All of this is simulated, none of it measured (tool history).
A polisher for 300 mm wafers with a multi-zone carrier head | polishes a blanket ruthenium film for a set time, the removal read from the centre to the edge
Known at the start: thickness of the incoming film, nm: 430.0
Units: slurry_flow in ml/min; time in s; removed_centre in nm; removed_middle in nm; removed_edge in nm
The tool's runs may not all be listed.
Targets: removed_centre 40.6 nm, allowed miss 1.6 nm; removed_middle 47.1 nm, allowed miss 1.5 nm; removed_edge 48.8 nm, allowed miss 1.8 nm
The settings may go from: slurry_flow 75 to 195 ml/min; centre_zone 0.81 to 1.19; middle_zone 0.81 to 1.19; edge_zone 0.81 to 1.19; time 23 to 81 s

run	hour	slurry_flow	centre_zone	middle_zone	edge_zone	time	removed_centre	removed_middle	removed_edge
1	0	125	1	1	1	52	54.156	54.887	53.755
2	7.6	115	0.95	0.98	0.99	51	49.614	51.965	52.035
3	13.3	105	0.92	0.97	0.99	51	46.8	50.02	50.637
4	21.9	105	1	0.97	0.99	51	50.537	49.488	51.907
5	28.3	95	0.96	0.97	1	51	47.167	47.909	49.23
6	32.7	95	0.96	0.97	0.95	51	46.362	48.396	48.533
7	40.4	90	0.92	0.97	0.97	51	44.045	46.777	49.09
8	41.6	90	0.9	0.98	0.97	51	44.059	47.73	48.455

5 next moves are on the table. One of them brings every result within its allowed miss. Which?
A	42.8	100	0.93	1.03	0.93	51	?	?	?
B	42.8	90	0.92	0.97	0.94	51	?	?	?
C	42.8	95	0.81	0.96	1.04	50	?	?	?
D	42.8	90	1.02	0.93	0.89	51	?	?	?
E	42.8	110	1.03	0.88	0.91	50	?	?	?

move	removed_centre	removed_middle	removed_edge
A	46.377	51.001	49.458
B	44.074	47.388	48.498
C	39.934	47.075	50.015
D	47.913	46.17	47.575
E	51.044	46.748	49.143
A: further off than the last run
B: as far off as the last run
C: meets every target
D: further off than the last run
E: further off than the last run
The right move is C.
